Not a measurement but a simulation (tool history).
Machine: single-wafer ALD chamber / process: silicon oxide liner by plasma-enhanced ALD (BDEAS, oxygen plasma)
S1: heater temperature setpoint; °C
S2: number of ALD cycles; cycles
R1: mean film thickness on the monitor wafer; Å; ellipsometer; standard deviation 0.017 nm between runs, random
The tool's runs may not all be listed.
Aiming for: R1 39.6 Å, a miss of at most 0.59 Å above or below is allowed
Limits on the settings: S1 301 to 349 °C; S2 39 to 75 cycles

run 1 hour=0 | S1=325 S2=57 | R1=52.466
run 2 hour=3.9 | S1=325 S2=62 | R1=57.104
run 3 hour=10.3 | S1=336 S2=62 | R1=56.141
run 4 hour=15.5 | S1=328 S2=62 | R1=56.499
run 5 hour=19.5 | S1=329 S2=56 | R1=51.554
run 6 hour=25.4 | S1=329 S2=61 | R1=55.746
run 7 hour=32 | S1=330 S2=56 | R1=51.15
run 8 hour=39.3 | S1=331 S2=52 | R1=47.172
run 9 hour=42 | S1=331 S2=52 | R1=47.522
run 10 hour=50.7 | S1=332 S2=49 | R1=44.613
run 11 hour=51.4 | S1=334 S2=47 | R1=42.806
run 12 hour=56.3 | S1=336 S2=46 | R1=41.912
run 13 hour=56.8 | S1=337 S2=45 | R1=40.792
run 14 hour=59.8 | S1=339 S2=45 | R1=40.348
run 15 hour=65.6 | S1=339 S2=45 | R1=40.457
run 16 hour=71 | S1=340 S2=45 | R1=40.649
run 17 hour=72.8 | S1=341 S2=45 | R1=40.489

Which one of the following 5 next-run settings gets every result inside its allowed miss? There is exactly one.
run A hour=74.6 | S1=337 S2=44 | R1=?
run B hour=74.6 | S1=332 S2=45 | R1=?
run C hour=74.6 | S1=335 S2=46 | R1=?
run D hour=74.6 | S1=347 S2=46 | R1=?
run E hour=74.6 | S1=344 S2=47 | R1=?

move=A R1=39.813
move=B R1=41.03
move=C R1=41.75
move=D R1=40.982
move=E R1=42.069
A: every result within its allowed miss
B: misses by more than the last run did
C: misses by more than the last run did
D: misses by more than the last run did
E: misses by more than the last run did
Answer: A

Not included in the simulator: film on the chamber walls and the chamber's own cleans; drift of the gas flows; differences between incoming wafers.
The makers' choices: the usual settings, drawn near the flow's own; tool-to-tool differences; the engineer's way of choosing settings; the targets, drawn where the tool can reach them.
